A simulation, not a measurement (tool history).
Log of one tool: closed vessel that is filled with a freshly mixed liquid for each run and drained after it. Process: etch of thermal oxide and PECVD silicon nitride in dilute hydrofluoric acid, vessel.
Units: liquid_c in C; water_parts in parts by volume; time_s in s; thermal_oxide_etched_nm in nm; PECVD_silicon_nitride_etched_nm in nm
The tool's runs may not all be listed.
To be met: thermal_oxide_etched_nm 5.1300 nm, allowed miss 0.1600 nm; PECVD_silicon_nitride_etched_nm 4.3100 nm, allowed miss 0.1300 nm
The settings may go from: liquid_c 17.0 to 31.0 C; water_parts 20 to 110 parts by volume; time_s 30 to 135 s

run	hour	liquid_c	water_parts	time_s	thermal_oxide_etched_nm	PECVD_silicon_nitride_etched_nm
1	0.0	23.0	60	70	5.1892	4.8674
2	6.4	22.0	55	70	5.3371	4.9499
3	14.7	21.0	50	70	5.7046	5.0975
4	22.4	21.0	50	95	7.9138	6.8927
5	31.3	21.0	50	115	9.4084	8.2639
6	39.0	20.0	60	115	7.5172	6.4470
7	46.3	19.5	65	115	6.8005	5.7759
8	53.7	19.0	70	115	6.0310	5.3162
9	60.4	19.0	70	115	6.0075	5.2447
10	63.2	18.5	70	115	5.9295	5.0485
11	65.9	18.0	70	115	5.7378	4.9107
12	69.4	17.5	70	115	5.7026	4.7286

Which of these 4 next moves meets every target?
A	72.9	18.0	65	95	?	?
B	72.9	23.5	75	90	?	?
C	72.9	22.0	80	95	?	?
D	72.9	23.5	85	100	?	?

move	thermal_oxide_etched_nm	PECVD_silicon_nitride_etched_nm
A	5.1317	4.3763
B	5.2348	5.2546
C	4.8433	4.7066
D	5.0683	5.1619
A: meets every target
B: brings the result that was furthest off to its target, and leaves another outside
C: takes the result that was furthest off past its target
D: brings the result that was furthest off to its target, and leaves another outside
Answer: A
